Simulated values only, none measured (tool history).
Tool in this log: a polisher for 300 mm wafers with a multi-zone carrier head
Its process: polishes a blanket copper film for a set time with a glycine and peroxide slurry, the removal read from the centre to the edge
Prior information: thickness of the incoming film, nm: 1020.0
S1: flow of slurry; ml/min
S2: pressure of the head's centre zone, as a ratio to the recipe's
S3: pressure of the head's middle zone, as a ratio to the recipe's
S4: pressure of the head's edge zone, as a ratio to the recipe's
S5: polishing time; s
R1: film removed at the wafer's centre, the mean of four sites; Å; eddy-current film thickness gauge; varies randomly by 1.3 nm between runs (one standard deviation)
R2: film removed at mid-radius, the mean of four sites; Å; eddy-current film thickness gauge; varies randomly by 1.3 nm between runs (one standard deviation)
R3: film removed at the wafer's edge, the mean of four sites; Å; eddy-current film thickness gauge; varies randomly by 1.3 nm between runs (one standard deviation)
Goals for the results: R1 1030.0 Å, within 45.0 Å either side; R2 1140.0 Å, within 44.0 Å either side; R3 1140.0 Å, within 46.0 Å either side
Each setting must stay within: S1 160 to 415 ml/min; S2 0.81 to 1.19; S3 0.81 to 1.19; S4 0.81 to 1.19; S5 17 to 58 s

run 1 hour=0.0 | S1=265 S2=1.00 S3=1.00 S4=1.00 S5=37 | R1=1542.3 R2=1522.0 R3=1458.0
run 2 hour=2.8 | S1=230 S2=1.00 S3=1.00 S4=1.00 S5=37 | R1=1519.1 R2=1510.4 R3=1462.8
run 3 hour=10.5 | S1=230 S2=0.98 S3=0.99 S4=0.99 S5=36 | R1=1400.3 R2=1453.4 R3=1396.7
run 4 hour=12.8 | S1=230 S2=0.98 S3=0.92 S4=0.99 S5=36 | R1=1429.9 R2=1382.5 R3=1424.9
run 5 hour=19.0 | S1=230 S2=0.98 S3=0.86 S4=0.99 S5=36 | R1=1435.3 R2=1281.4 R3=1436.4
run 6 hour=27.6 | S1=270 S2=0.98 S3=0.86 S4=0.99 S5=36 | R1=1438.7 R2=1289.1 R3=1456.2
run 7 hour=35.4 | S1=265 S2=0.96 S3=0.87 S4=0.97 S5=35 | R1=1374.3 R2=1273.5 R3=1420.3
run 8 hour=41.0 | S1=260 S2=0.95 S3=0.88 S4=0.96 S5=34 | R1=1305.5 R2=1253.3 R3=1344.9
run 9 hour=46.7 | S1=260 S2=0.94 S3=0.88 S4=0.95 S5=33 | R1=1288.2 R2=1212.8 R3=1284.1
run 10 hour=48.0 | S1=255 S2=0.92 S3=0.88 S4=0.95 S5=33 | R1=1277.2 R2=1220.2 R3=1286.9
run 11 hour=55.0 | S1=255 S2=0.90 S3=0.89 S4=0.97 S5=32 | R1=1198.8 R2=1180.3 R3=1292.7
run 12 hour=61.6 | S1=250 S2=0.89 S3=0.90 S4=0.96 S5=32 | R1=1174.4 R2=1197.5 R3=1262.1
run 13 hour=62.8 | S1=250 S2=0.89 S3=0.90 S4=0.96 S5=32 | R1=1186.7 R2=1190.7 R3=1261.7
run 14 hour=66.0 | S1=250 S2=0.89 S3=0.90 S4=0.96 S5=32 | R1=1177.5 R2=1198.8 R3=1240.9
run 15 hour=71.4 | S1=245 S2=0.88 S3=0.90 S4=0.96 S5=32 | R1=1149.1 R2=1202.7 R3=1260.3
run 16 hour=77.9 | S1=240 S2=0.87 S3=0.90 S4=0.95 S5=32 | R1=1115.8 R2=1193.2 R3=1255.5
run 17 hour=78.6 | S1=235 S2=0.87 S3=0.90 S4=0.94 S5=32 | R1=1141.9 R2=1212.6 R3=1227.7
run 18 hour=79.5 | S1=230 S2=0.86 S3=0.90 S4=0.94 S5=32 | R1=1136.8 R2=1206.6 R3=1255.6
run 19 hour=81.1 | S1=230 S2=0.85 S3=0.90 S4=0.93 S5=32 | R1=1125.6 R2=1172.9 R3=1224.1
run 20 hour=89.5 | S1=230 S2=0.84 S3=0.90 S4=0.93 S5=32 | R1=1111.2 R2=1192.8 R3=1231.0
run 21 hour=95.0 | S1=230 S2=0.84 S3=0.90 S4=0.92 S5=32 | R1=1099.6 R2=1181.4 R3=1229.9

Pick the move, out of 5, that brings all results within their allowed miss; only one does.
run A hour=100.5 | S1=210 S2=0.81 S3=0.89 S4=0.83 S5=31 | R1=? R2=? R3=?
run B hour=100.5 | S1=225 S2=0.91 S3=0.93 S4=0.91 S5=31 | R1=? R2=? R3=?
run C hour=100.5 | S1=215 S2=0.87 S3=0.87 S4=0.95 S5=32 | R1=? R2=? R3=?
run D hour=100.5 | S1=175 S2=1.03 S3=1.03 S4=0.94 S5=28 | R1=? R2=? R3=?
run E hour=100.5 | S1=175 S2=0.81 S3=0.87 S4=1.08 S5=33 | R1=? R2=? R3=?

move=A R1=1015.6 R2=1136.5 R3=1141.1
move=B R1=1143.8 R2=1186.8 R3=1184.9
move=C R1=1124.9 R2=1153.7 R3=1239.2
move=D R1=1127.5 R2=1134.7 R3=1059.0
move=E R1=1056.0 R2=1162.3 R3=1320.0
A: each result inside its tolerance
B: the furthest-off result lands on target, but another misses its tolerance
C: its largest miss is bigger than the last run's
D: pushes the last run's worst result past its target
E: its largest miss is bigger than the last run's
The right move is A.
